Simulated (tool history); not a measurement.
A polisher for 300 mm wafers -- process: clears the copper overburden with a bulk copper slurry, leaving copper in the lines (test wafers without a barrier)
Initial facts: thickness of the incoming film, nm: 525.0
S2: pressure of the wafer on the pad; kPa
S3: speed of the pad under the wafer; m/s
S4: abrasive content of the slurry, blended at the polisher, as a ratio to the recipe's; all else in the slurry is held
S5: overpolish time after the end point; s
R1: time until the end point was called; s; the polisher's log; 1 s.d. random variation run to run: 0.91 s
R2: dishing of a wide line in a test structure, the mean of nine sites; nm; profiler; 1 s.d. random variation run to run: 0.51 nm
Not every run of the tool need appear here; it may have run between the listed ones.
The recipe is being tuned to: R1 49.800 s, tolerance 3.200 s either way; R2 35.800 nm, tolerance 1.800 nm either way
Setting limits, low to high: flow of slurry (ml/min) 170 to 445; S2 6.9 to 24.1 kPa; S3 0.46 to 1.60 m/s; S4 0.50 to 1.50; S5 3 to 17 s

{"run": 1, "hour": 0.0, "flow of slurry (ml/min)": 285, "S2": 15.2, "S3": 1.02, "S4": 1.0, "S5": 9, "R1": 76.415, "R2": 40.941}
{"run": 2, "hour": 4.7, "flow of slurry (ml/min)": 240, "S2": 15.2, "S3": 1.02, "S4": 1.0, "S5": 9, "R1": 78.185, "R2": 41.243}
{"run": 3, "hour": 8.9, "flow of slurry (ml/min)": 270, "S2": 15.2, "S3": 1.02, "S4": 1.0, "S5": 9, "R1": 74.728, "R2": 40.825}
{"run": 4, "hour": 12.9, "flow of slurry (ml/min)": 285, "S2": 16.5, "S3": 1.02, "S4": 1.0, "S5": 8, "R1": 72.031, "R2": 38.262}
{"run": 5, "hour": 13.8, "flow of slurry (ml/min)": 285, "S2": 16.5, "S3": 0.82, "S4": 1.0, "S5": 8, "R1": 89.762, "R2": 32.946}
{"run": 6, "hour": 17.2, "flow of slurry (ml/min)": 285, "S2": 16.5, "S3": 0.82, "S4": 0.9, "S5": 8, "R1": 92.843, "R2": 32.293}
{"run": 7, "hour": 19.9, "flow of slurry (ml/min)": 300, "S2": 20.7, "S3": 0.94, "S4": 1.0, "S5": 4, "R1": 67.802, "R2": 23.407}
{"run": 8, "hour": 22.9, "flow of slurry (ml/min)": 300, "S2": 20.7, "S3": 1.0, "S4": 1.0, "S5": 4, "R1": 62.894, "R2": 24.699}
{"run": 9, "hour": 30.2, "flow of slurry (ml/min)": 300, "S2": 20.7, "S3": 1.04, "S4": 1.0, "S5": 4, "R1": 57.681, "R2": 25.568}
{"run": 10, "hour": 33.0, "flow of slurry (ml/min)": 300, "S2": 20.7, "S3": 1.06, "S4": 1.0, "S5": 4, "R1": 57.663, "R2": 26.178}
{"run": 11, "hour": 36.2, "flow of slurry (ml/min)": 300, "S2": 20.7, "S3": 1.06, "S4": 1.0, "S5": 4, "R1": 61.754, "R2": 25.658}
{"run": 12, "hour": 43.5, "flow of slurry (ml/min)": 300, "S2": 20.7, "S3": 1.12, "S4": 1.0, "S5": 4, "R1": 55.898, "R2": 26.52}
{"run": 13, "hour": 50.4, "flow of slurry (ml/min)": 300, "S2": 20.7, "S3": 1.14, "S4": 1.0, "S5": 4, "R1": 53.733, "R2": 26.771}
{"run": 14, "hour": 51.0, "flow of slurry (ml/min)": 305, "S2": 20.7, "S3": 1.16, "S4": 1.05, "S5": 5, "R1": 53.803, "R2": 34.631}
{"run": 15, "hour": 56.7, "flow of slurry (ml/min)": 305, "S2": 20.7, "S3": 1.16, "S4": 1.05, "S5": 5, "R1": 54.254, "R2": 33.599}

Of the 5 settings listed for the next run, only one would bring every result within its allowed miss of target. Which one?
{"run": "A", "hour": 62.4, "flow of slurry (ml/min)": 360, "S2": 18.6, "S3": 1.36, "S4": 1.0, "S5": 4, "R1": "?", "R2": "?"}
{"run": "B", "hour": 62.4, "flow of slurry (ml/min)": 415, "S2": 20.7, "S3": 1.14, "S4": 1.3, "S5": 5, "R1": "?", "R2": "?"}
{"run": "C", "hour": 62.4, "flow of slurry (ml/min)": 315, "S2": 17.2, "S3": 1.14, "S4": 1.25, "S5": 5, "R1": "?", "R2": "?"}
{"run": "D", "hour": 62.4, "flow of slurry (ml/min)": 325, "S2": 20.7, "S3": 1.12, "S4": 1.0, "S5": 5, "R1": "?", "R2": "?"}
{"run": "E", "hour": 62.4, "flow of slurry (ml/min)": 310, "S2": 21.4, "S3": 1.26, "S4": 1.0, "S5": 4, "R1": "?", "R2": "?"}

move=A R1=49.139 R2=29.558
move=B R1=50.371 R2=35.155
move=C R1=58.563 R2=30.731
move=D R1=55.611 R2=32.312
move=E R1=48.612 R2=29.957
A: the worst result of the last run now meets its target, but another is out of spec
B: every result within its allowed miss
C: its largest miss is bigger than the last run's
D: its largest miss is bigger than the last run's
E: the worst result of the last run now meets its target, but another is out of spec
Go with B: it meets all targets.
